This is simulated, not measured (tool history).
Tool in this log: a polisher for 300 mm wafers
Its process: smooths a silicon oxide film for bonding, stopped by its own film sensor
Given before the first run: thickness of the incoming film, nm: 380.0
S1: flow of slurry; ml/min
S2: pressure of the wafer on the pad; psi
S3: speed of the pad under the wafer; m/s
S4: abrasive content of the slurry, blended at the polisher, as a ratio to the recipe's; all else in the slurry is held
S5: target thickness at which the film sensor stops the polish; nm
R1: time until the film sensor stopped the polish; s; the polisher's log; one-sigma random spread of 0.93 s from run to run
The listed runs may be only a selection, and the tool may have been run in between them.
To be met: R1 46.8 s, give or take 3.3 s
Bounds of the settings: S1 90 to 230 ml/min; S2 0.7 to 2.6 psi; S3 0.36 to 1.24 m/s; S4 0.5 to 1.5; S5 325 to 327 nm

run	hour	S1	S2	S3	S4	S5	R1
1	0	150	1.6	0.8	1	327	89.515
2	4	160	1.6	0.8	1	327	93.854
3	9.8	160	1.7	0.8	1	327	87.07
4	18.3	160	1.5	0.8	1	327	100.6
5	27.1	160	1.1	0.8	1	327	134.31
6	31	160	1.2	0.82	1	327	125.41
7	36.3	160	1.3	0.84	1	327	107.32
8	37.2	160	1.8	0.9	1	327	74.115
9	45.7	160	1.9	0.9	1	327	69.461
10	50.3	160	2	0.9	1	327	67.382

Which one of the following 5 next-run settings gets every result inside its allowed miss? There is exactly one.
A	54.9	205	1.5	0.66	0.95	325	?
B	54.9	165	1.5	0.72	0.85	325	?
C	54.9	165	2.3	1.16	1	327	?
D	54.9	195	1.8	1.2	1.15	327	?
E	54.9	175	1.4	0.82	0.95	325	?

move	R1
A	115.48
B	115.46
C	46.746
D	53.739
E	105.4
A: lands further from the targets than the last run did
B: lands further from the targets than the last run did
C: hits every target within its allowed miss
D: nearer than the last run, and not there yet
E: lands further from the targets than the last run did
Move C is the one to make.
